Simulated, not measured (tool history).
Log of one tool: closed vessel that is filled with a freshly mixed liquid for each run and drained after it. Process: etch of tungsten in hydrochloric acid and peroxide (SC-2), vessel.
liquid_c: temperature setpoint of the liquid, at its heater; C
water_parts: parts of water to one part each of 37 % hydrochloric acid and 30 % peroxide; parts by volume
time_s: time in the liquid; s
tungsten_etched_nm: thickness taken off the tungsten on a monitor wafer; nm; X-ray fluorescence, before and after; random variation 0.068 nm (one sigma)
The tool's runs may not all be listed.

| run | hour | liquid_c | water_parts | time_s | tungsten_etched_nm |
|---|---|---|---|---|---|
| 1 | 0.0 | 53.0 | 6.0 | 30 | 7.9401 |
| 2 | 0.8 | 56.5 | 6.0 | 30 | 9.9323 |
| 3 | 2.7 | 56.5 | 7.5 | 30 | 8.3307 |
| 4 | 6.9 | 58.0 | 7.5 | 30 | 9.2243 |
| 5 | 11.1 | 58.0 | 7.5 | 30 | 9.2095 |
|  | 16.2 | new drum of peroxide connected |
| 6 | 16.2 | 58.0 | 6.0 | 30 | 11.3460 |

Forecast run 7:
| 7 | 25.1 | 56.5 | 6.0 | 30 | ? |

Run 7 gave tungsten_etched_nm 10.3350 nm.
